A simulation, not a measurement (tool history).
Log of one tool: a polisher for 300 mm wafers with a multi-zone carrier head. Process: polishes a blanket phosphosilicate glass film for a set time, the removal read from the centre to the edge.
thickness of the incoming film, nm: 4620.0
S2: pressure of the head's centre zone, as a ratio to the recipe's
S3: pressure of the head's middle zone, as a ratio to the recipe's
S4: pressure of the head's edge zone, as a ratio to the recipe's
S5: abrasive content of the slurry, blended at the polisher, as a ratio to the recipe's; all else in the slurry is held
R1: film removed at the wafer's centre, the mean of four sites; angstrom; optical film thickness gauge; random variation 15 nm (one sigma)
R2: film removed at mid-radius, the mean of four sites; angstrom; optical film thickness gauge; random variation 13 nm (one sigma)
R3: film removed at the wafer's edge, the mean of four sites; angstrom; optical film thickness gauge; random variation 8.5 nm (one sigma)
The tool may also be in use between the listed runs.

run 1 day=0.000 | flow_of_slurry_(ml/min)=310 S2=1.00 S3=1.00 S4=1.00 S5=1.00 polishing_time_(s)=89 | R1=10305.0 R2=10693.0 R3=10503.0
run 2 day=0.312 | flow_of_slurry_(ml/min)=310 S2=1.00 S3=1.00 S4=1.00 S5=0.80 polishing_time_(s)=89 | R1=9594.6 R2=9466.4 R3=9626.4
run 3 day=0.612 | flow_of_slurry_(ml/min)=320 S2=1.04 S3=1.05 S4=1.02 S5=0.85 polishing_time_(s)=89 | R1=10106.0 R2=9975.0 R3=9824.8
run 4 day=0.788 | flow_of_slurry_(ml/min)=325 S2=1.07 S3=1.08 S4=1.02 S5=0.95 polishing_time_(s)=89 | R1=11230.0 R2=11073.0 R3=10288.0
run 5 day=1.083 | flow_of_slurry_(ml/min)=330 S2=1.08 S3=1.11 S4=1.04 S5=1.00 polishing_time_(s)=89 | R1=11215.0 R2=11474.0 R3=10678.0
run 6 day=1.412 | flow_of_slurry_(ml/min)=330 S2=1.08 S3=1.11 S4=0.98 S5=1.00 polishing_time_(s)=89 | R1=11275.0 R2=11460.0 R3=10400.0
run 7 day=1.500 | flow_of_slurry_(ml/min)=335 S2=1.10 S3=1.13 S4=1.00 S5=1.00 polishing_time_(s)=89 | R1=11743.0 R2=11603.0 R3=10416.0

Run 8 comes next. What will it give?
run 8 day=1.575 | flow_of_slurry_(ml/min)=335 S2=1.10 S3=1.13 S4=1.00 S5=1.00 polishing_time_(s)=89 | R1=? R2=? R3=?

R1: 11327.0 angstrom
R2: 11593.0 angstrom
R3: 10374.0 angstrom
